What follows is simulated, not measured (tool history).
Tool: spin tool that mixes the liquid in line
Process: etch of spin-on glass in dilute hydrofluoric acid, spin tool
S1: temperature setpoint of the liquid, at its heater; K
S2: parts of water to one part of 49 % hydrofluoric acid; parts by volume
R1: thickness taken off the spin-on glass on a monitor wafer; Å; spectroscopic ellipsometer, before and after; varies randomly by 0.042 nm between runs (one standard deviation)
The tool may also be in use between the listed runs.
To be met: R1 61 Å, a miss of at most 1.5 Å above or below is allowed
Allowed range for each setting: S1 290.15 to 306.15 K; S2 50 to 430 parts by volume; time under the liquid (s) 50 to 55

{"run": 1, "day": 0.0, "S1": 298.15, "S2": 240, "time under the liquid (s)": 50, "R1": 91.386}
{"run": 2, "day": 0.225, "S1": 297.15, "S2": 245, "time under the liquid (s)": 50, "R1": 84.371}
{"run": 3, "day": 0.408, "S1": 297.15, "S2": 245, "time under the liquid (s)": 50, "R1": 86.06}
{"run": 4, "day": 0.608, "S1": 299.15, "S2": 245, "time under the liquid (s)": 50, "R1": 91.769}
{"run": 5, "day": 0.662, "S1": 302.65, "S2": 245, "time under the liquid (s)": 50, "R1": 103.43}
{"run": 6, "day": 0.696, "S1": 302.65, "S2": 245, "time under the liquid (s)": 50, "R1": 103.49}
{"day": 0.896, "done": "thermometer replaced"}
{"run": 7, "day": 0.896, "S1": 301.15, "S2": 250, "time under the liquid (s)": 50, "R1": 101.4}
{"run": 8, "day": 1.242, "S1": 301.15, "S2": 250, "time under the liquid (s)": 50, "R1": 101.12}
{"run": 9, "day": 1.55, "S1": 299.65, "S2": 250, "time under the liquid (s)": 50, "R1": 95.814}
{"run": 10, "day": 1.883, "S1": 298.65, "S2": 255, "time under the liquid (s)": 50, "R1": 91.707}
{"run": 11, "day": 2.246, "S1": 297.65, "S2": 265, "time under the liquid (s)": 50, "R1": 83.018}
{"run": 12, "day": 2.404, "S1": 293.65, "S2": 270, "time under the liquid (s)": 50, "R1": 69.904}

Pick the move, out of 4, that brings all results within their allowed miss; only one does.
{"run": "A", "day": 2.562, "S1": 292.15, "S2": 315, "time under the liquid (s)": 55, "R1": "?"}
{"run": "B", "day": 2.562, "S1": 292.65, "S2": 280, "time under the liquid (s)": 50, "R1": "?"}
{"run": "C", "day": 2.562, "S1": 292.15, "S2": 275, "time under the liquid (s)": 50, "R1": "?"}
{"run": "D", "day": 2.562, "S1": 294.15, "S2": 290, "time under the liquid (s)": 50, "R1": "?"}

move=A R1=60.867
move=B R1=65.393
move=C R1=65.645
move=D R1=66.107
A: in spec on every target
B: closer than the last run, but not yet in spec
C: closer than the last run, but not yet in spec
D: closer than the last run, but not yet in spec
Answer: A

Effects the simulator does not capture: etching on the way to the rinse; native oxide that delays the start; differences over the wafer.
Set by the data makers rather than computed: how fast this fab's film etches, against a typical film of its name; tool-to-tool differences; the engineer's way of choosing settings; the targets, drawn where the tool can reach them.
